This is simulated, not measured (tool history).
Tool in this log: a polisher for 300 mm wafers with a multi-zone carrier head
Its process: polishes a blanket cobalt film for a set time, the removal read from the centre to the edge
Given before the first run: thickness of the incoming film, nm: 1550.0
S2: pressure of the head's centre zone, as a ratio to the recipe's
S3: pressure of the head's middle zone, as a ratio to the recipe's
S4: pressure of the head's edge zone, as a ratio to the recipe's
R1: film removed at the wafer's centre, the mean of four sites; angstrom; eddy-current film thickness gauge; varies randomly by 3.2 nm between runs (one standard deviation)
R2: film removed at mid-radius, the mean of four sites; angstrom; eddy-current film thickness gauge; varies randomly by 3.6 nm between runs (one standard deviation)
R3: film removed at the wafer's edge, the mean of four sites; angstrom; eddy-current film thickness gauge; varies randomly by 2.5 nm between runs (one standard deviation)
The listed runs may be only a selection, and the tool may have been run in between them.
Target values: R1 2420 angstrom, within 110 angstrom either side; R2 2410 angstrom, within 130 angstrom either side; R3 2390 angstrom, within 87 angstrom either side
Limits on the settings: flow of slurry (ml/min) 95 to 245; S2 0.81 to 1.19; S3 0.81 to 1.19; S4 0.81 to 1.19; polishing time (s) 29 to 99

{"run": 1, "hour": 0.0, "flow of slurry (ml/min)": 155, "S2": 1, "S3": 1, "S4": 1, "polishing time (s)": 64, "R1": 3534.1, "R2": 3214.3, "R3": 3246.3}
{"run": 2, "hour": 7.0, "flow of slurry (ml/min)": 150, "S2": 0.97, "S3": 0.99, "S4": 0.97, "polishing time (s)": 59, "R1": 3115.9, "R2": 2872.7, "R3": 3021.3}
{"run": 3, "hour": 10.0, "flow of slurry (ml/min)": 150, "S2": 0.97, "S3": 0.99, "S4": 0.93, "polishing time (s)": 59, "R1": 3049.2, "R2": 2887.8, "R3": 2929.7}
{"run": 4, "hour": 18.4, "flow of slurry (ml/min)": 150, "S2": 0.97, "S3": 0.99, "S4": 0.86, "polishing time (s)": 59, "R1": 3076.2, "R2": 2798.7, "R3": 2827.2}
{"run": 5, "hour": 20.1, "flow of slurry (ml/min)": 150, "S2": 0.97, "S3": 0.99, "S4": 0.86, "polishing time (s)": 66, "R1": 3512, "R2": 3247.9, "R3": 3128.1}
{"run": 6, "hour": 22.0, "flow of slurry (ml/min)": 150, "S2": 0.97, "S3": 0.99, "S4": 0.86, "polishing time (s)": 59, "R1": 3020, "R2": 2863.8, "R3": 2819.7}
{"run": 7, "hour": 24.7, "flow of slurry (ml/min)": 145, "S2": 0.96, "S3": 0.99, "S4": 0.85, "polishing time (s)": 56, "R1": 2870.2, "R2": 2707.9, "R3": 2634.8}
{"run": 8, "hour": 30.9, "flow of slurry (ml/min)": 140, "S2": 0.94, "S3": 0.98, "S4": 0.84, "polishing time (s)": 55, "R1": 2768.8, "R2": 2587.3, "R3": 2582.3}
{"run": 9, "hour": 32.2, "flow of slurry (ml/min)": 135, "S2": 0.92, "S3": 0.98, "S4": 0.83, "polishing time (s)": 54, "R1": 2595.3, "R2": 2554.4, "R3": 2502.7}
{"run": 10, "hour": 39.7, "flow of slurry (ml/min)": 130, "S2": 0.91, "S3": 0.97, "S4": 0.82, "polishing time (s)": 54, "R1": 2591.4, "R2": 2502.7, "R3": 2508.9}
{"hour": 41.4, "done": "centre zone pressure recalibrated"}
{"run": 11, "hour": 41.4, "flow of slurry (ml/min)": 125, "S2": 0.9, "S3": 0.97, "S4": 0.82, "polishing time (s)": 53, "R1": 2214.1, "R2": 2352.7, "R3": 2418.6}

Below are 4 possible settings for the next run. Only one of them brings all results inside the allowed miss of their targets. Which is it?
{"run": "A", "hour": 43.1, "flow of slurry (ml/min)": 115, "S2": 0.84, "S3": 0.89, "S4": 0.83, "polishing time (s)": 53, "R1": "?", "R2": "?", "R3": "?"}
{"run": "B", "hour": 43.1, "flow of slurry (ml/min)": 110, "S2": 0.83, "S3": 1.12, "S4": 0.81, "polishing time (s)": 52, "R1": "?", "R2": "?", "R3": "?"}
{"run": "C", "hour": 43.1, "flow of slurry (ml/min)": 135, "S2": 0.96, "S3": 0.97, "S4": 0.81, "polishing time (s)": 52, "R1": "?", "R2": "?", "R3": "?"}
{"run": "D", "hour": 43.1, "flow of slurry (ml/min)": 125, "S2": 0.86, "S3": 1.05, "S4": 0.81, "polishing time (s)": 53, "R1": "?", "R2": "?", "R3": "?"}

move=A R1=2016.5 R2=2240.4 R3=2409.1
move=B R1=1928.8 R2=2634.3 R3=2316.7
move=C R1=2375 R2=2461.1 R3=2411.7
move=D R1=2121.4 R2=2633 R3=2422.7
A: the biggest miss grows against the last run
B: the biggest miss grows against the last run
C: every result within its allowed miss
D: the biggest miss grows against the last run
Correct choice: C, which meets every target

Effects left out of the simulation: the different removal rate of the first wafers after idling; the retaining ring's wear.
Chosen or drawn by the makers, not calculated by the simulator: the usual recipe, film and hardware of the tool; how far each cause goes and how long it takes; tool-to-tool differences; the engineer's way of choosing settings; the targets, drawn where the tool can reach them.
